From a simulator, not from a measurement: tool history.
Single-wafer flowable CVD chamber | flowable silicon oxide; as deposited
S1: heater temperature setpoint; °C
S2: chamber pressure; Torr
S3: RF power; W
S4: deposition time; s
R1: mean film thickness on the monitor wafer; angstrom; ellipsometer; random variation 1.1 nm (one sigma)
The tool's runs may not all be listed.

run,hour,S1,S2,S3,S4,R1
1,0.0,95,0.855,1845,642,5160.3
2,7.2,95,0.709,1845,642,4316.8
3,9.9,95,0.709,1680,642,4212.1
4,13.8,102,0.709,1680,642,3220.8
5,14.7,102,0.602,1680,642,2749.8
6,19.5,100,0.602,1680,642,2979.8
7,24.0,98,0.602,1680,642,3207.0
8,28.9,97,0.602,1680,642,3330.4
9,37.0,96,0.602,1680,642,3444.9

The next listed run, before its measurement:
10,45.3,92,0.602,1680,642,?

Run 10 gave R1 4026.3 angstrom.
